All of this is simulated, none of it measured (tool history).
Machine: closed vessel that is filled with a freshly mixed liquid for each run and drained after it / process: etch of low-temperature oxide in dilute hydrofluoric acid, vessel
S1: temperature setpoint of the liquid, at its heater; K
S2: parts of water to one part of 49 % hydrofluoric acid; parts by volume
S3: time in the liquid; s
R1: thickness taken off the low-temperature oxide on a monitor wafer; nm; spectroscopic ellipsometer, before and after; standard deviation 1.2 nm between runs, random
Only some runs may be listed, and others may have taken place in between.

run 1 hour=0.0 | S1=296.15 S2=50 S3=100 | R1=75.915
run 2 hour=7.2 | S1=296.15 S2=40 S3=100 | R1=96.579
run 3 hour=10.2 | S1=296.15 S2=25 S3=100 | R1=155.530
run 4 hour=15.2 | S1=296.15 S2=35 S3=100 | R1=109.440
run 5 hour=22.1 | S1=296.15 S2=25 S3=100 | R1=154.500
run 6 hour=30.0 | S1=296.15 S2=35 S3=100 | R1=111.840
run 7 hour=36.7 | S1=297.65 S2=35 S3=100 | R1=117.850

Estimate the outcome of run 8 from the log above:
run 8 hour=44.1 | S1=301.65 S2=35 S3=100 | R1=?

Run 8 came out at R1 137.330 nm.
